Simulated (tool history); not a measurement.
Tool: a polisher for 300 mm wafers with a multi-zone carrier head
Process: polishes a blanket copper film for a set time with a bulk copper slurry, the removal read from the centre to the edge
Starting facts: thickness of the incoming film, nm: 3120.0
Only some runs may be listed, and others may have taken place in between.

run  hour  flow of slurry (ml/min)  pressure of the head's centre zone  pressure of the head's middle zone  pressure of the head's edge zone  abrasive content of the slurry  polishing time (s)  film removed at the wafer's centre (nm)  film removed at mid-radius (nm)  film removed at the wafer's edge (nm)
  1     0                      285                                   1                                   1                                 1                               1                  64                                   735.01                           726.52                                 714.78
  2   1.6                      285                                   1                                   1                              0.94                               1                  64                                    705.4                           725.42                                 697.47
  3   7.5                      285                                0.98                                1.03                              0.97                            1.15                  66                                   759.06                           810.38                                 772.04
  4  12.1                      290                                0.97                                1.06                                 1                            1.25                  66                                   775.74                           824.09                                 782.74
  5  15.9                      290                                0.97                                1.06                                 1                            1.25                  73                                   868.99                           911.65                                  884.8
  6  24.1                      350                                0.97                                1.06                                 1                            1.25                  73                                   888.29                           941.17                                 874.64

Expected results for the next run?
  7  25.4                      345                                0.95                                1.08                                 1                             1.3                  73                                        ?                                ?                                      ?

{"run 7": {"film removed at the wafer's centre (nm)": 866.74, "film removed at mid-radius (nm)": 940.93, "film removed at the wafer's edge (nm)": 877.65}}
